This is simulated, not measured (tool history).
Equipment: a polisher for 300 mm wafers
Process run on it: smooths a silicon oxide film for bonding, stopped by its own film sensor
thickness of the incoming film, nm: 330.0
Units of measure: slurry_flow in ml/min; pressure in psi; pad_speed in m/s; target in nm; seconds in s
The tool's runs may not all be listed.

run	hour	slurry_flow	pressure	pad_speed	slurry_solids	target	seconds
1	0	245	2.3	0.76	1	251	107.76
2	7.6	245	2.3	0.76	0.8	251	120.57
3	11	245	2.2	0.76	0.8	251	118.29
4	19.5	245	2.2	0.76	0.7	251	128.46
5	28.2	185	2.2	0.76	0.7	251	132.97
6	29.7	185	2	0.76	0.7	251	140.85
7	37.9	185	1.9	0.76	0.7	251	151.39

Run 8 has not been measured yet. What should we expect?
8	45.2	185	1.7	0.74	0.7	251	?

Run 8 came out at seconds 172.16 s.

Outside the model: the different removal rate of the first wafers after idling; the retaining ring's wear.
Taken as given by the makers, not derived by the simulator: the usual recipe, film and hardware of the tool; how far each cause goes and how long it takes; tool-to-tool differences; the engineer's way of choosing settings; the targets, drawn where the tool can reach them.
